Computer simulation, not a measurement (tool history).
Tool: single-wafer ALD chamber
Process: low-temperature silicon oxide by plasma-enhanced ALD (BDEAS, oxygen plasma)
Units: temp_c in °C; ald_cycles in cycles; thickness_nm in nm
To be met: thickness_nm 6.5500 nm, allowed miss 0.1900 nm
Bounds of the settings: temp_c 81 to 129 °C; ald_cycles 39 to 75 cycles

Run 1, day 0.000: temp_c 105 °C, ald_cycles 57 cycles. Result: thickness_nm 7.8785 nm.
Run 2, day 0.292: temp_c 106 °C, ald_cycles 55 cycles. Result: thickness_nm 7.5775 nm.
Run 3, day 0.662: temp_c 106 °C, ald_cycles 53 cycles. Result: thickness_nm 7.2303 nm.
Run 4, day 0.821: temp_c 106 °C, ald_cycles 60 cycles. Result: thickness_nm 8.1941 nm.
Run 5, day 1.008: temp_c 98 °C, ald_cycles 60 cycles. Result: thickness_nm 8.4298 nm.
Run 6, day 1.375: temp_c 100 °C, ald_cycles 57 cycles. Result: thickness_nm 7.9232 nm.
At day 1.629: thermocouple changed; heater temperature recalibrated.
Run 7, day 1.629: temp_c 101 °C, ald_cycles 54 cycles. Result: thickness_nm 7.3809 nm.
Run 8, day 1.946: temp_c 101 °C, ald_cycles 52 cycles. Result: thickness_nm 7.1246 nm.

5 next moves are on the table. One of them brings every result within its allowed miss. Which?
Run A, day 2.262: temp_c 102 °C, ald_cycles 56 cycles. Result: thickness_nm ?.
Run B, day 2.262: temp_c 114 °C, ald_cycles 49 cycles. Result: thickness_nm ?.
Run C, day 2.262: temp_c 96 °C, ald_cycles 58 cycles. Result: thickness_nm ?.
Run D, day 2.262: temp_c 106 °C, ald_cycles 56 cycles. Result: thickness_nm ?.
Run E, day 2.262: temp_c 106 °C, ald_cycles 52 cycles. Result: thickness_nm ?.

move  thickness_nm
   A        7.6532
   B        6.5683
   C        8.0443
   D        7.6043
   E        7.0612
A: further off than the last run
B: meets every target
C: further off than the last run
D: further off than the last run
E: nearer than the last run, and not there yet
The right move is B.
